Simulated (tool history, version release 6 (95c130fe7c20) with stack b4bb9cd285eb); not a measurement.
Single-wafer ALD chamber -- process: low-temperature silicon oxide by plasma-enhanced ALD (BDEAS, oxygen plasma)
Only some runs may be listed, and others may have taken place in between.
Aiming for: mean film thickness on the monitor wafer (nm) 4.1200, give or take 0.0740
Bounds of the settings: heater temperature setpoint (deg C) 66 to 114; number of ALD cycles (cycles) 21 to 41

run	hour	heater temperature setpoint (deg C)	number of ALD cycles (cycles)	mean film thickness on the monitor wafer (nm)
1	0.0	90	31	4.8669
2	8.0	93	30	4.6977
3	16.9	95	29	4.5154
4	23.9	95	26	4.0509
5	27.6	106	26	3.9042
# hour 33.2: thermocouple changed; heater temperature recalibrated
6	33.2	111	26	3.8974
7	39.9	109	26	3.8534
8	47.5	109	26	3.8601
9	53.4	107	26	3.8971
10	57.4	107	26	3.8773
11	64.8	105	26	3.9363
12	71.3	104	26	3.8980
13	73.9	103	26	3.9205

Next run, 4 choices. One meets every target within its allowed miss, the rest don't. Which?
A	76.5	96	27	?
B	76.5	113	25	?
C	76.5	99	25	?
D	76.5	95	26	?

move	mean film thickness on the monitor wafer (nm)
A	4.1222
B	3.6835
C	3.7811
D	3.9819
A: hits every target within its allowed miss
B: the biggest miss grows against the last run
C: the biggest miss grows against the last run
D: closes in on the targets versus the last run, not all within tolerance yet
The right move is A.
